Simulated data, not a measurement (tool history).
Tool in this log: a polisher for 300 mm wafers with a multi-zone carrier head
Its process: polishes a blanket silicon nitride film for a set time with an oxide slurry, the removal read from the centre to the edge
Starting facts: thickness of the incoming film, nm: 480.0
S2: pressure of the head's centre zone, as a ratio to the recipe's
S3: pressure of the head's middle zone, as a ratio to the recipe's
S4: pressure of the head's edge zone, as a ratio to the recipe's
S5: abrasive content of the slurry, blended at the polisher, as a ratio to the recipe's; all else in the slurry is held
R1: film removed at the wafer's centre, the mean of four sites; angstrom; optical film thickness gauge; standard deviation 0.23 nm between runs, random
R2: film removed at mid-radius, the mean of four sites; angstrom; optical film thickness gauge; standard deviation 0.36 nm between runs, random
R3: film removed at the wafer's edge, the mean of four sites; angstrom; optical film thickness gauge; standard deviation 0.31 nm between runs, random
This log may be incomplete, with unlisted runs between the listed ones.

{"run": 1, "hour": 0.0, "flow of slurry (ml/min)": 265, "S2": 1, "S3": 1, "S4": 1, "S5": 1, "polishing time (s)": 53, "R1": 293.72, "R2": 299.62, "R3": 295.68}
{"run": 2, "hour": 8.0, "flow of slurry (ml/min)": 230, "S2": 1, "S3": 1, "S4": 1, "S5": 1, "polishing time (s)": 53, "R1": 294.72, "R2": 296.22, "R3": 296.88}
{"run": 3, "hour": 15.3, "flow of slurry (ml/min)": 235, "S2": 1, "S3": 1.02, "S4": 0.97, "S5": 0.9, "polishing time (s)": 53, "R1": 280.59, "R2": 287.83, "R3": 278.09}
{"run": 4, "hour": 24.2, "flow of slurry (ml/min)": 240, "S2": 1, "S3": 1.03, "S4": 0.95, "S5": 0.8, "polishing time (s)": 53, "R1": 264.99, "R2": 270.45, "R3": 251.84}
{"run": 5, "hour": 30.6, "flow of slurry (ml/min)": 240, "S2": 0.98, "S3": 1.03, "S4": 0.93, "S5": 0.75, "polishing time (s)": 53, "R1": 247.16, "R2": 265.7, "R3": 248.27}
{"run": 6, "hour": 34.4, "flow of slurry (ml/min)": 240, "S2": 0.98, "S3": 1.04, "S4": 0.91, "S5": 0.7, "polishing time (s)": 53, "R1": 241.8, "R2": 257.11, "R3": 237.99}

Expected results for the next run?
{"run": 7, "hour": 37.4, "flow of slurry (ml/min)": 240, "S2": 0.98, "S3": 1.05, "S4": 0.9, "S5": 0.7, "polishing time (s)": 53, "R1": "?", "R2": "?", "R3": "?"}

{"run 7": {"R1": 245.77, "R2": 259.25, "R3": 235.51}}
